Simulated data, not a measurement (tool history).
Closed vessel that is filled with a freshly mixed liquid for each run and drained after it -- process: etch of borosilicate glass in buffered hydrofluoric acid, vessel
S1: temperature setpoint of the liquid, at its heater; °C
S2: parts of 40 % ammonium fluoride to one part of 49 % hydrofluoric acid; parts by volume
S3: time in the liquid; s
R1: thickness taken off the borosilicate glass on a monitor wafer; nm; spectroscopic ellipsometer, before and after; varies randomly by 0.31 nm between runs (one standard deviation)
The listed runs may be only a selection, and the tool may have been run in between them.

run,hour,S1,S2,S3,R1
1,0.0,24.0,8.5,35,45.852
2,4.9,21.0,8.5,35,39.234
3,12.1,21.0,9.5,35,35.209
4,17.3,22.0,9.5,35,37.688
5,23.8,23.0,9.5,35,39.622
6,28.4,23.0,11.5,35,33.200
# hour 35.9: thermometer replaced
7,35.9,24.0,11.5,35,38.609
8,40.9,28.0,11.5,35,47.176
9,48.6,28.5,11.5,35,48.903

What does the tool deliver on the next run?
10,55.5,29.0,11.5,35,?

{"run 10": {"R1": 50.592}}

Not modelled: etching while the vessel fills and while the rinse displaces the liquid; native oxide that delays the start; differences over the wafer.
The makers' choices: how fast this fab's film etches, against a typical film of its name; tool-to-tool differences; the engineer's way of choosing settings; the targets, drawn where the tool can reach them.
